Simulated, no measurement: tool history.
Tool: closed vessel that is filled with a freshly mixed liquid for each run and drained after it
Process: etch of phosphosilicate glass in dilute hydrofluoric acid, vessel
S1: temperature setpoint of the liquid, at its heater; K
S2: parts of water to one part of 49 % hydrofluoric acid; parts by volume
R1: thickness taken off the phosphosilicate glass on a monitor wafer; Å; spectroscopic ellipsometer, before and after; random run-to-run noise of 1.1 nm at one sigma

run 1 hour=0 | S1=297.15 S2=115 time_in_the_liquid_(s)=90 | R1=1431.1
run 2 hour=6.8 | S1=297.15 S2=115 time_in_the_liquid_(s)=90 | R1=1435.2
run 3 hour=13.2 | S1=298.65 S2=110 time_in_the_liquid_(s)=90 | R1=1598.1
run 4 hour=20 | S1=298.65 S2=110 time_in_the_liquid_(s)=95 | R1=1679.2
run 5 hour=27.2 | S1=298.65 S2=110 time_in_the_liquid_(s)=95 | R1=1688.1
run 6 hour=35.2 | S1=299.65 S2=110 time_in_the_liquid_(s)=95 | R1=1753.5
run 7 hour=38.9 | S1=300.65 S2=110 time_in_the_liquid_(s)=95 | R1=1823.2
run 8 hour=45.4 | S1=301.15 S2=110 time_in_the_liquid_(s)=95 | R1=1858.1
run 9 hour=53.9 | S1=301.65 S2=110 time_in_the_liquid_(s)=95 | R1=1901.2
run 10 hour=59.4 | S1=302.15 S2=110 time_in_the_liquid_(s)=95 | R1=1915.3
run 11 hour=64.5 | S1=302.15 S2=110 time_in_the_liquid_(s)=95 | R1=1939.9
run 12 hour=70.8 | S1=302.65 S2=110 time_in_the_liquid_(s)=95 | R1=1949
run 13 hour=74.4 | S1=303.15 S2=110 time_in_the_liquid_(s)=95 | R1=2014.9
run 14 hour=83 | S1=303.15 S2=110 time_in_the_liquid_(s)=95 | R1=2004.8
run 15 hour=90.9 | S1=303.65 S2=110 time_in_the_liquid_(s)=95 | R1=2043
run 16 hour=99.3 | S1=304.65 S2=105 time_in_the_liquid_(s)=95 | R1=2232.3
-- hour=103.6 hydrofluoric acid flow meter replaced
run 17 hour=103.6 | S1=305.15 S2=105 time_in_the_liquid_(s)=95 | R1=2045.7
run 18 hour=105.1 | S1=305.15 S2=100 time_in_the_liquid_(s)=95 | R1=2163.5
run 19 hour=111.3 | S1=305.15 S2=100 time_in_the_liquid_(s)=95 | R1=2146.9
run 20 hour=115.9 | S1=305.15 S2=90 time_in_the_liquid_(s)=95 | R1=2450.7
run 21 hour=117.1 | S1=304.65 S2=90 time_in_the_liquid_(s)=95 | R1=2406.8

Estimate the outcome of run 22 from the log above:
run 22 hour=119.8 | S1=304.15 S2=90 time_in_the_liquid_(s)=95 | R1=?

{"run 22": {"R1": 2353.8}}

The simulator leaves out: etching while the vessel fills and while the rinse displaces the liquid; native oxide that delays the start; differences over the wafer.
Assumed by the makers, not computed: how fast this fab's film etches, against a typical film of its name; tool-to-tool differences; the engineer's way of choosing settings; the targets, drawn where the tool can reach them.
